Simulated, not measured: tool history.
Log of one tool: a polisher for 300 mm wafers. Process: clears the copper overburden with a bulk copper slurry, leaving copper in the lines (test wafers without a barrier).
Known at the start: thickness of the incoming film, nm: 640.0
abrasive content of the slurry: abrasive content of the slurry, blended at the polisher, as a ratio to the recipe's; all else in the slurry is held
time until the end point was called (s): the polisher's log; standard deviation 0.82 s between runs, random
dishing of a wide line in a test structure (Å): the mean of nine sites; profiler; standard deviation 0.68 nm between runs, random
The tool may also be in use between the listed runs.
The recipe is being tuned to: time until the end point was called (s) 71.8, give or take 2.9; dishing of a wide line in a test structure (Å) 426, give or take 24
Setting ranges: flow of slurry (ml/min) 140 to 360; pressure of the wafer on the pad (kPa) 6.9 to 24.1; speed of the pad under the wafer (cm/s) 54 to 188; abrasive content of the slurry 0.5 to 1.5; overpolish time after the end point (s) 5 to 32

| run | hour | flow of slurry (ml/min) | pressure of the wafer on the pad (kPa) | speed of the pad under the wafer (cm/s) | abrasive content of the slurry | overpolish time after the end point (s) | time until the end point was called (s) | dishing of a wide line in a test structure (Å) |
|---|---|---|---|---|---|---|---|---|
| 1 | 0 | 230 | 15.2 | 120 | 1 | 16 | 70.307 | 747.51 |
| 2 | 4.2 | 230 | 15.2 | 98 | 1 | 16 | 83.943 | 699.84 |
| 3 | 9.3 | 220 | 14.5 | 108 | 0.95 | 14 | 82.185 | 609.41 |
| 4 | 16.2 | 220 | 14.5 | 110 | 0.95 | 13 | 79.984 | 604.98 |
| 5 | 17.6 | 220 | 17.9 | 110 | 0.95 | 13 | 64.314 | 712.5 |
| 6 | 24.6 | 220 | 17.9 | 110 | 0.95 | 18 | 65.252 | 841.25 |
|  | 31.9 | head pressure recalibrated |
| 7 | 31.9 | 210 | 17.9 | 112 | 0.9 | 16 | 72.389 | 772.86 |
| 8 | 33.9 | 205 | 16.5 | 118 | 0.9 | 14 | 75.078 | 686.39 |
| 9 | 36.5 | 205 | 16.5 | 118 | 0.9 | 14 | 74.788 | 668.73 |
| 10 | 40.5 | 215 | 12.4 | 152 | 0.95 | 6 | 77.314 | 341.59 |
| 11 | 43.3 | 220 | 12.4 | 150 | 0.95 | 6 | 78.352 | 343.78 |
| 12 | 51.6 | 225 | 12.4 | 148 | 0.95 | 6 | 76.398 | 338.42 |
| 13 | 55.6 | 225 | 12.4 | 146 | 0.95 | 6 | 79.504 | 340.57 |
| 14 | 63.2 | 230 | 12.4 | 144 | 0.95 | 6 | 80.754 | 339.61 |
| 15 | 69.6 | 235 | 14.5 | 144 | 0.95 | 10 | 68.812 | 575.81 |
| 16 | 72.4 | 225 | 14.5 | 144 | 0.95 | 10 | 68.68 | 538.47 |
| 17 | 76.6 | 220 | 14.5 | 144 | 0.95 | 10 | 69.563 | 556.11 |
| 18 | 82.3 | 220 | 13.8 | 144 | 1 | 8 | 72.939 | 466.23 |
| 19 | 84.6 | 225 | 13.8 | 144 | 1 | 8 | 72.16 | 464.76 |
| 20 | 89.4 | 230 | 13.8 | 146 | 0.95 | 8 | 72.132 | 466.17 |
| 21 | 93.5 | 230 | 13.8 | 146 | 0.95 | 5 | 70.577 | 321.13 |

Exercise: of the 5 proposed moves below, exactly one satisfies all targets within the stated allowed misses. Which move is it?
| A | 97.6 | 260 | 15.2 | 150 | 1 | 6 | ? | ? |
| B | 97.6 | 205 | 12.4 | 166 | 0.9 | 6 | ? | ? |
| C | 97.6 | 250 | 14.5 | 124 | 0.95 | 9 | ? | ? |
| D | 97.6 | 205 | 14.5 | 142 | 1.05 | 6 | ? | ? |
| E | 97.6 | 245 | 16.5 | 120 | 1 | 7 | ? | ? |

| move | time until the end point was called (s) | dishing of a wide line in a test structure (Å) |
|---|---|---|
| A | 62.789 | 426.25 |
| B | 72.426 | 374.57 |
| C | 79.25 | 483.68 |
| D | 70.343 | 388.28 |
| E | 71.276 | 438.63 |
A: corrects the largest miss of the last run, while another result sits out of spec
B: gains on the last run, yet a result remains outside its allowed miss
C: moves the result that the last run missed by most past its target, out the other side
D: gains on the last run, yet a result remains outside its allowed miss
E: all results land within tolerance of their targets
Move E is the one to make.
